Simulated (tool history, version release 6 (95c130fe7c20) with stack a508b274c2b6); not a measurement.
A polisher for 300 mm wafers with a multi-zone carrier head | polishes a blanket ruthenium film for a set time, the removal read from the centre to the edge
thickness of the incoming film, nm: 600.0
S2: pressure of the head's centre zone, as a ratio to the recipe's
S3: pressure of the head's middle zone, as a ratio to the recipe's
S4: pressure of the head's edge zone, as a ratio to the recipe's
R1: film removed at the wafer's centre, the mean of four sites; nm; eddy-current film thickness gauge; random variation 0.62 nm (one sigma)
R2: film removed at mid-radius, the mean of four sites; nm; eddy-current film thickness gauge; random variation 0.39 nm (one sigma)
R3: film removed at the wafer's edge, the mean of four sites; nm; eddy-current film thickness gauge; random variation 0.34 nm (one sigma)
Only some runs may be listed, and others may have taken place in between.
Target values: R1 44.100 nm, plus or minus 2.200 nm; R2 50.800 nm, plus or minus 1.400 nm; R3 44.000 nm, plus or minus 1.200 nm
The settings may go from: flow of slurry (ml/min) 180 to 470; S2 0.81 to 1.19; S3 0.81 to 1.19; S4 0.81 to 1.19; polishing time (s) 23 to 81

run 1 day=0.000 | flow_of_slurry_(ml/min)=300 S2=1.00 S3=1.00 S4=1.00 polishing_time_(s)=52 | R1=40.853 R2=40.311 R3=39.601
run 2 day=0.267 | flow_of_slurry_(ml/min)=300 S2=1.00 S3=1.05 S4=1.00 polishing_time_(s)=52 | R1=40.331 R2=42.566 R3=40.445
run 3 day=0.483 | flow_of_slurry_(ml/min)=300 S2=1.00 S3=1.05 S4=1.00 polishing_time_(s)=57 | R1=43.453 R2=46.875 R3=43.654
run 4 day=0.812 | flow_of_slurry_(ml/min)=310 S2=1.00 S3=1.07 S4=0.99 polishing_time_(s)=57 | R1=44.466 R2=47.629 R3=44.109
run 5 day=1.158 | flow_of_slurry_(ml/min)=310 S2=0.94 S3=1.07 S4=0.99 polishing_time_(s)=57 | R1=41.138 R2=47.215 R3=44.450
run 6 day=1.425 | flow_of_slurry_(ml/min)=320 S2=0.96 S3=1.09 S4=0.98 polishing_time_(s)=57 | R1=42.344 R2=47.574 R3=43.860
-- day=1.629 slurry nozzle cleaned
run 7 day=1.629 | flow_of_slurry_(ml/min)=340 S2=0.98 S3=1.17 S4=0.98 polishing_time_(s)=58 | R1=46.732 R2=53.816 R3=46.263
run 8 day=1.967 | flow_of_slurry_(ml/min)=340 S2=0.98 S3=1.17 S4=0.98 polishing_time_(s)=58 | R1=46.917 R2=53.454 R3=46.881

Which of these 4 next moves meets every target?
run A day=2.304 | flow_of_slurry_(ml/min)=365 S2=0.94 S3=1.19 S4=1.00 polishing_time_(s)=59 | R1=? R2=? R3=?
run B day=2.304 | flow_of_slurry_(ml/min)=350 S2=0.96 S3=1.12 S4=0.95 polishing_time_(s)=56 | R1=? R2=? R3=?
run C day=2.304 | flow_of_slurry_(ml/min)=350 S2=1.01 S3=1.07 S4=1.03 polishing_time_(s)=59 | R1=? R2=? R3=?
run D day=2.304 | flow_of_slurry_(ml/min)=390 S2=0.99 S3=0.96 S4=1.11 polishing_time_(s)=62 | R1=? R2=? R3=?

move=A R1=45.479 R2=56.688 R3=47.966
move=B R1=43.910 R2=50.995 R3=44.362
move=C R1=48.639 R2=51.717 R3=48.622
move=D R1=50.494 R2=50.126 R3=53.426
A: its largest miss is bigger than the last run's
B: every result within its allowed miss
C: its largest miss is bigger than the last run's
D: its largest miss is bigger than the last run's
Go with B: it meets all targets.

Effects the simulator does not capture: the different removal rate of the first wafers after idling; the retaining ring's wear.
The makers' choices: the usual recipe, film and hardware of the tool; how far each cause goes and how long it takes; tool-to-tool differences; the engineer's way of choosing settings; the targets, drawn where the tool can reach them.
